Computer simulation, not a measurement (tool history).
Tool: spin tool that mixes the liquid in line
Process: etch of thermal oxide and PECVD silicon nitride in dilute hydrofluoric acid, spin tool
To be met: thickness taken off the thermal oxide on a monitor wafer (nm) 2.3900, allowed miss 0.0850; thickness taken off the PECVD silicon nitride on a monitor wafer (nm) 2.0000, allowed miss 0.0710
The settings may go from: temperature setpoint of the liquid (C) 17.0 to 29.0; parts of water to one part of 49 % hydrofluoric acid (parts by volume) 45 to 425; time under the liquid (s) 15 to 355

run	hour	temperature setpoint of the liquid (C)	parts of water to one part of 49 % hydrofluoric acid (parts by volume)	time under the liquid (s)	thickness taken off the thermal oxide on a monitor wafer (nm)	thickness taken off the PECVD silicon nitride on a monitor wafer (nm)
1	0.0	21.0	235	180	2.7628	1.9109
2	6.3	21.0	235	130	2.0188	1.3915
3	11.6	21.0	300	130	1.4925	1.1035
4	19.9	21.0	300	190	2.1988	1.6288
5	21.1	18.5	300	190	1.9658	1.3844
6	24.6	20.0	300	190	2.0962	1.5270
7	33.3	21.5	305	190	2.1492	1.6674
8	41.4	22.5	305	190	2.2465	1.7544
9	47.4	23.5	310	190	2.2821	1.8187
10	48.0	24.0	315	190	2.3231	1.8464
11	52.8	24.5	320	190	2.2649	1.8819
12	60.6	24.5	315	190	2.3258	1.9441

5 next moves are on the table. One of them brings every result within its allowed miss. Which?
A	68.4	23.0	265	165	?	?
B	68.4	25.0	320	195	?	?
C	68.4	23.0	315	200	?	?
D	68.4	23.5	265	165	?	?
E	68.4	25.5	335	190	?	?

move	thickness taken off the thermal oxide on a monitor wafer (nm)	thickness taken off the PECVD silicon nitride on a monitor wafer (nm)
A	2.3868	1.8059
B	2.3845	2.0121
C	2.3251	1.8508
D	2.4311	1.8643
E	2.2269	1.9323
A: further off than the last run
B: meets every target
C: further off than the last run
D: further off than the last run
E: brings the result that was furthest off to its target, and leaves another outside
Move B is the one to make.

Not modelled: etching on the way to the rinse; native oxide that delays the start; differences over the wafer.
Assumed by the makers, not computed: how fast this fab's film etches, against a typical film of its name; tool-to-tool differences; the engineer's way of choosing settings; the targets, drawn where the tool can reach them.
